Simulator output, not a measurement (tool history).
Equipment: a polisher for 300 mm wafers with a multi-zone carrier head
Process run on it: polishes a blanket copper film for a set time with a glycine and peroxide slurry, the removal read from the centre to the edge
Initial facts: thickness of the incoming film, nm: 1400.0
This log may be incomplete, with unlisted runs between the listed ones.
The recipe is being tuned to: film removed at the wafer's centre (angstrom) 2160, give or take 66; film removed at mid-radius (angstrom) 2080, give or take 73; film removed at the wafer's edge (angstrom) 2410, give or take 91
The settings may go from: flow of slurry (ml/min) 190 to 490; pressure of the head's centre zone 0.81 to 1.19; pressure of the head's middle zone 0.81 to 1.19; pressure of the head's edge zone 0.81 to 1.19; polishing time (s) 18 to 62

run,hour,flow of slurry (ml/min),pressure of the head's centre zone,pressure of the head's middle zone,pressure of the head's edge zone,polishing time (s),film removed at the wafer's centre (angstrom),film removed at mid-radius (angstrom),film removed at the wafer's edge (angstrom)
1,0,315,1,1,1,40,2337.7,2432.7,2400
2,1.9,315,1,1.07,1,40,2327.8,2554,2419.7
3,10.2,305,0.99,1,1.03,40,2298.3,2426.6,2447.2
4,19.1,295,0.98,0.95,1.04,40,2274.9,2319.2,2427.6
5,27.4,295,0.98,0.95,1.11,40,2237.8,2355.3,2523.6
6,28.8,295,0.91,0.95,1.11,40,2126.2,2247.3,2532.6
7,37.5,295,0.91,0.95,1.11,40,2129.2,2298.9,2515.1
8,41.4,290,0.92,0.91,1.09,40,2150.1,2191,2476.3
9,47.7,285,0.92,0.89,1.08,40,2143.8,2190.4,2485.6
10,49.1,285,0.92,0.89,1.08,40,2118.5,2216.9,2452

Exercise: of the 5 proposed moves below, exactly one satisfies all targets within the stated allowed misses. Which move is it?
A,50.5,250,0.96,0.85,1.06,40,?,?,?
B,50.5,440,0.88,0.89,1.16,39,?,?,?
C,50.5,250,0.93,0.96,0.98,41,?,?,?
D,50.5,320,0.96,0.99,1.07,38,?,?,?
E,50.5,290,0.9,0.92,1.07,40,?,?,?

move,film removed at the wafer's centre (angstrom),film removed at mid-radius (angstrom),film removed at the wafer's edge (angstrom)
A,2183.4,2050.2,2440.8
B,2086.9,2195.3,2586.9
C,2174,2325.5,2413.7
D,2143.7,2275.8,2375.8
E,2098.4,2230,2483.1
A: meets every target
B: about as far from the targets as the last run
C: its largest miss is bigger than the last run's
D: its largest miss is bigger than the last run's
E: its largest miss is bigger than the last run's
Move A is the one to make.

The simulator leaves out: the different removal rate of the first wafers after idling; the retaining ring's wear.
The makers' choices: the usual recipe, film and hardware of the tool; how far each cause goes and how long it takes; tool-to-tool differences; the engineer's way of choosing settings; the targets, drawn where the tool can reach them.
